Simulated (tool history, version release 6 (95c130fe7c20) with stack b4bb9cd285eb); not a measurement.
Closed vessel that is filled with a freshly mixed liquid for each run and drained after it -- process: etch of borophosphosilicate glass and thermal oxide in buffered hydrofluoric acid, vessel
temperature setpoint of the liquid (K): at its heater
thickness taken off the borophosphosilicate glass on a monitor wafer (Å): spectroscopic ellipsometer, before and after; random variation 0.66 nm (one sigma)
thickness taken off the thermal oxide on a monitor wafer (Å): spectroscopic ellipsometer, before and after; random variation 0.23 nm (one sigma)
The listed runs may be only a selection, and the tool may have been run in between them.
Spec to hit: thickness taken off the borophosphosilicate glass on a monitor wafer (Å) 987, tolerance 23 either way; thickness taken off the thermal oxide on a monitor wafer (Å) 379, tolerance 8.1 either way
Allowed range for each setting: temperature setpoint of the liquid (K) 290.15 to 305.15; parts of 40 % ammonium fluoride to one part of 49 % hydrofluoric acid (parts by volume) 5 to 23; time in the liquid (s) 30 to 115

| run | hour | temperature setpoint of the liquid (K) | parts of 40 % ammonium fluoride to one part of 49 % hydrofluoric acid (parts by volume) | time in the liquid (s) | thickness taken off the borophosphosilicate glass on a monitor wafer (Å) | thickness taken off the thermal oxide on a monitor wafer (Å) |
|---|---|---|---|---|---|---|
| 1 | 0 | 297.15 | 14 | 60 | 1209.8 | 465.21 |
| 2 | 1 | 296.65 | 14 | 60 | 1179 | 457.99 |
| 3 | 4.6 | 296.15 | 14 | 60 | 1142.4 | 441.91 |
| 4 | 8.6 | 296.15 | 11.5 | 60 | 1370.6 | 533.44 |
| 5 | 11.7 | 295.15 | 11.5 | 60 | 1315.7 | 507.29 |
| 6 | 16.8 | 294.65 | 11.5 | 60 | 1290.6 | 488.29 |
| 7 | 24.9 | 294.15 | 12 | 60 | 1197.9 | 463.58 |
| 8 | 33.3 | 293.65 | 12 | 60 | 1163.6 | 447.24 |
| 9 | 36.3 | 293.15 | 12 | 60 | 1130 | 436.96 |
| 10 | 43.4 | 292.65 | 12 | 60 | 1096.9 | 425.62 |
| 11 | 47.5 | 292.15 | 12 | 60 | 1066.9 | 411.36 |

Pick the move, out of 4, that brings all results within their allowed miss; only one does.
| A | 51.6 | 293.65 | 9 | 40 | ? | ? |
| B | 51.6 | 290.15 | 6.5 | 40 | ? | ? |
| C | 51.6 | 291.15 | 18.5 | 95 | ? | ? |
| D | 51.6 | 291.65 | 13 | 65 | ? | ? |

| move | thickness taken off the borophosphosilicate glass on a monitor wafer (Å) | thickness taken off the thermal oxide on a monitor wafer (Å) |
|---|---|---|
| A | 993.07 | 378.61 |
| B | 1150.6 | 435.17 |
| C | 1045.3 | 399.69 |
| D | 1042.9 | 398.21 |
A: meets every target
B: moves away from the targets compared with the last run
C: closer than the last run, but not yet in spec
D: closer than the last run, but not yet in spec
A is the move that brings every result within its allowed miss.

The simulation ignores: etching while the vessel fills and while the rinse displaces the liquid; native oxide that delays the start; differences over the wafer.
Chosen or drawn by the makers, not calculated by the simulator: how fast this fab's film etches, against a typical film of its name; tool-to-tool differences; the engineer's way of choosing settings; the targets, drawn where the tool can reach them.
